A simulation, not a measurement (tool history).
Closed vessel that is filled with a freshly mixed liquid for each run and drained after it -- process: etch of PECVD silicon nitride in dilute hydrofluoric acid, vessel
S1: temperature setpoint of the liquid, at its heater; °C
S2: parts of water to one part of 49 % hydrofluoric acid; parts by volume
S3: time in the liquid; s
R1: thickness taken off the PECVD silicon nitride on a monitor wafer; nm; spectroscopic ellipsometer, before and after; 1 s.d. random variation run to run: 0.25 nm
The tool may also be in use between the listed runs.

run	hour	S1	S2	S3	R1
1	0	22	180	2690	78.517
2	7.1	22	180	2895	84.567
3	8.5	21.5	180	2895	81.146
4	12.6	21.5	140	2895	105.04
5	20.2	20.5	145	2895	94.996
6	23	20.5	185	2895	75.321
7	26	20	185	2895	71.645

Run 8 is up next; what results do you expect?
8	28.9	20	185	2895	?

{"run 8": {"R1": 72.701}}
